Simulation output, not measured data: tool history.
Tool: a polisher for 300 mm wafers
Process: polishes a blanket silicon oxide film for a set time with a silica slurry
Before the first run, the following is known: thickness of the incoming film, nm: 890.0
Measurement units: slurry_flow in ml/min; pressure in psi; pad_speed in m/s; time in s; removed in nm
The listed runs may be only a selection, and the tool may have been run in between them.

Run 1, hour 0: slurry_flow 270 ml/min, pressure 3.4 psi, pad_speed 0.92 m/s, slurry_solids 1, time 47 s. Result: removed 96.107 nm.
Run 2, hour 1.2: slurry_flow 270 ml/min, pressure 3.1 psi, pad_speed 0.92 m/s, slurry_solids 1, time 47 s. Result: removed 90.654 nm.
Run 3, hour 7.8: slurry_flow 270 ml/min, pressure 3.1 psi, pad_speed 0.92 m/s, slurry_solids 1, time 47 s. Result: removed 91.39 nm.
Run 4, hour 11: slurry_flow 270 ml/min, pressure 3.1 psi, pad_speed 0.92 m/s, slurry_solids 1, time 47 s. Result: removed 89.259 nm.
Run 5, hour 14.1: slurry_flow 320 ml/min, pressure 3.1 psi, pad_speed 0.92 m/s, slurry_solids 1, time 47 s. Result: removed 91.65 nm.
Run 6, hour 15: slurry_flow 320 ml/min, pressure 2.9 psi, pad_speed 0.9 m/s, slurry_solids 1, time 47 s. Result: removed 85.084 nm.

For run 7, what comes out?
Run 7, hour 23.6: slurry_flow 320 ml/min, pressure 2.7 psi, pad_speed 0.88 m/s, slurry_solids 1, time 47 s. Result: removed ?.

{"run 7": {"removed": 81.178}}
